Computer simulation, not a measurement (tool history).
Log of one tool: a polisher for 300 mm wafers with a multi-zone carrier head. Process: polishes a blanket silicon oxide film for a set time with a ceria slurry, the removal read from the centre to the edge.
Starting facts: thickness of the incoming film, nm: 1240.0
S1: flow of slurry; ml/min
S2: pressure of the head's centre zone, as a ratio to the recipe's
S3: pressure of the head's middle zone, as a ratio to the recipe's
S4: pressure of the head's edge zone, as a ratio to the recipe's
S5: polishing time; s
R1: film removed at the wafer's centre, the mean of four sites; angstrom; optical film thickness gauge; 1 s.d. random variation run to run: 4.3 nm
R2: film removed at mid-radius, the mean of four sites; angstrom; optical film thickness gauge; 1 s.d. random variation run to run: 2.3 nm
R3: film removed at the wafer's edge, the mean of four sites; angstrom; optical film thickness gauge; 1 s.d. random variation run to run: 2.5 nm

run 1 hour=0 | S1=245 S2=1 S3=1 S4=1 S5=42 | R1=2225.6 R2=2176.1 R3=2215.7
run 2 hour=0.5 | S1=250 S2=1.01 S3=1.02 S4=1 S5=43 | R1=2248.9 R2=2258.2 R3=2249.7
run 3 hour=2.6 | S1=255 S2=1.02 S3=1.03 S4=1 S5=44 | R1=2310.3 R2=2393.4 R3=2338.1
run 4 hour=5.3 | S1=255 S2=1.02 S3=0.98 S4=1 S5=44 | R1=2320.4 R2=2265.2 R3=2340.4
run 5 hour=8.6 | S1=255 S2=1.02 S3=0.93 S4=1 S5=44 | R1=2361 R2=2132.4 R3=2372.6
run 6 hour=16.3 | S1=255 S2=1.02 S3=0.93 S4=1 S5=51 | R1=2722.4 R2=2535 R3=2722.6

Run 7, settings as shown, results not yet in. Your forecast:
run 7 hour=17.8 | S1=260 S2=1.03 S3=0.94 S4=0.99 S5=51 | R1=? R2=? R3=?

R1: 2722.7 angstrom
R2: 2549.2 angstrom
R3: 2717.1 angstrom

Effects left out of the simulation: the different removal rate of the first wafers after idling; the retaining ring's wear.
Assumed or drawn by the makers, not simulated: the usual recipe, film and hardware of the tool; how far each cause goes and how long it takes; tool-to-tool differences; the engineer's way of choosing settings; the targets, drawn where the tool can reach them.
